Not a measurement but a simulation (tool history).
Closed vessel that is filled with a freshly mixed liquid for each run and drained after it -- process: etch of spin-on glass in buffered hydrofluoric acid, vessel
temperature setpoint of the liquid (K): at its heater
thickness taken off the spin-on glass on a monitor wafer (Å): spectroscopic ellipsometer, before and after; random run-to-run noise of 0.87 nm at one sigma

run  hour  temperature setpoint of the liquid (K)  parts of 40 % ammonium fluoride to one part of 49 % hydrofluoric acid (parts by volume)  time in the liquid (s)  thickness taken off the spin-on glass on a monitor wafer (Å)
  1   0.0                                  294.15                                                                                     16.5                     105                                                        1444.9
  2   6.9                                  293.15                                                                                     17.0                     105                                                        1335.0
  3  12.5                                  293.15                                                                                     14.0                     105                                                        1617.2
  4  20.7                                  292.15                                                                                     15.0                     105                                                        1448.9
  5  24.9                                  294.15                                                                                     15.0                     105                                                        1626.0
  6  27.5                                  294.15                                                                                     15.0                     110                                                        1673.1

Expected results for the next run?
  7  28.6                                  293.15                                                                                     16.0                     110                                                             ?

Logged for run 7: thickness taken off the spin-on glass on a monitor wafer (Å) 1510.7.
